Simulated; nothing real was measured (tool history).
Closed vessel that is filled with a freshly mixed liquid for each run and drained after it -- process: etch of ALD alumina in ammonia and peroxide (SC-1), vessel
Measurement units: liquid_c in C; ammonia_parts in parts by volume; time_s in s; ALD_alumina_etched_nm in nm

{"run": 1, "hour": 0.0, "liquid_c": 56, "ammonia_parts": 0.4, "time_s": 30, "ALD_alumina_etched_nm": 2.2448}
{"run": 2, "hour": 3.9, "liquid_c": 56, "ammonia_parts": 0.45, "time_s": 30, "ALD_alumina_etched_nm": 2.2722}
{"run": 3, "hour": 11.1, "liquid_c": 56, "ammonia_parts": 0.45, "time_s": 30, "ALD_alumina_etched_nm": 2.2694}
{"run": 4, "hour": 19.5, "liquid_c": 53.5, "ammonia_parts": 0.45, "time_s": 30, "ALD_alumina_etched_nm": 1.9761}
{"run": 5, "hour": 26.4, "liquid_c": 53.5, "ammonia_parts": 0.55, "time_s": 30, "ALD_alumina_etched_nm": 2.0412}
{"run": 6, "hour": 32.0, "liquid_c": 51.5, "ammonia_parts": 0.55, "time_s": 30, "ALD_alumina_etched_nm": 1.8112}
{"run": 7, "hour": 34.3, "liquid_c": 50, "ammonia_parts": 0.55, "time_s": 30, "ALD_alumina_etched_nm": 1.6966}
{"run": 8, "hour": 36.8, "liquid_c": 48.5, "ammonia_parts": 0.55, "time_s": 30, "ALD_alumina_etched_nm": 1.543}
{"run": 9, "hour": 45.1, "liquid_c": 47.5, "ammonia_parts": 0.55, "time_s": 30, "ALD_alumina_etched_nm": 1.4785}
{"run": 10, "hour": 50.9, "liquid_c": 46.5, "ammonia_parts": 0.55, "time_s": 30, "ALD_alumina_etched_nm": 1.3885}

Estimate the outcome of run 11 from the log above:
{"run": 11, "hour": 53.5, "liquid_c": 46, "ammonia_parts": 0.55, "time_s": 30, "ALD_alumina_etched_nm": "?"}

ALD_alumina_etched_nm: 1.3249 nm
